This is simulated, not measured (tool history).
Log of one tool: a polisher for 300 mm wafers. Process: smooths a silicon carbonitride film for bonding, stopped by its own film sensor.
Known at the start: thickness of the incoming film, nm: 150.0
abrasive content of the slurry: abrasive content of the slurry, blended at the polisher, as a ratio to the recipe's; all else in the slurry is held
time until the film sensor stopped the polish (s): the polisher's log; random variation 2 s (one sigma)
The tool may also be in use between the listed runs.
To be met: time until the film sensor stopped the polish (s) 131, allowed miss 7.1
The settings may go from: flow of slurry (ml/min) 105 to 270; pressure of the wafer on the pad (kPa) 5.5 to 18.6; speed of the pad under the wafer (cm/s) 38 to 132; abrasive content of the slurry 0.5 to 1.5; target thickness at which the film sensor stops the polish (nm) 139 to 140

| run | day | flow of slurry (ml/min) | pressure of the wafer on the pad (kPa) | speed of the pad under the wafer (cm/s) | abrasive content of the slurry | target thickness at which the film sensor stops the polish (nm) | time until the film sensor stopped the polish (s) |
|---|---|---|---|---|---|---|---|
| 1 | 0 | 175 | 11.7 | 84 | 1 | 139 | 62.392 |
| 2 | 0.242 | 215 | 11.7 | 84 | 1 | 139 | 61.463 |
| 3 | 0.325 | 195 | 11.7 | 84 | 1 | 139 | 61.865 |
| 4 | 0.429 | 195 | 13.8 | 84 | 1 | 139 | 55.649 |
| 5 | 0.504 | 195 | 11.7 | 72 | 0.95 | 139 | 69.778 |
| 6 | 0.608 | 195 | 10.3 | 62 | 0.9 | 139 | 86.07 |
| 7 | 0.846 | 195 | 9 | 58 | 0.9 | 139 | 95.637 |
| 8 | 1.188 | 195 | 8.3 | 54 | 0.9 | 139 | 106.52 |
| 9 | 1.4 | 195 | 7.6 | 54 | 0.9 | 139 | 112.57 |
| 10 | 1.538 | 195 | 6.9 | 54 | 0.9 | 139 | 120 |

4 next moves are on the table. One of them brings every result within its allowed miss. Which?
| A | 1.675 | 145 | 6.9 | 58 | 0.85 | 139 | ? |
| B | 1.675 | 170 | 9 | 44 | 0.9 | 139 | ? |
| C | 1.675 | 200 | 6.2 | 62 | 1 | 139 | ? |
| D | 1.675 | 180 | 6.9 | 70 | 0.75 | 140 | ? |

| move | time until the film sensor stopped the polish (s) |
|---|---|
| A | 131.4 |
| B | 117.41 |
| C | 113.2 |
| D | 117.11 |
A: meets every target
B: further off than the last run
C: further off than the last run
D: further off than the last run
The right move is A.
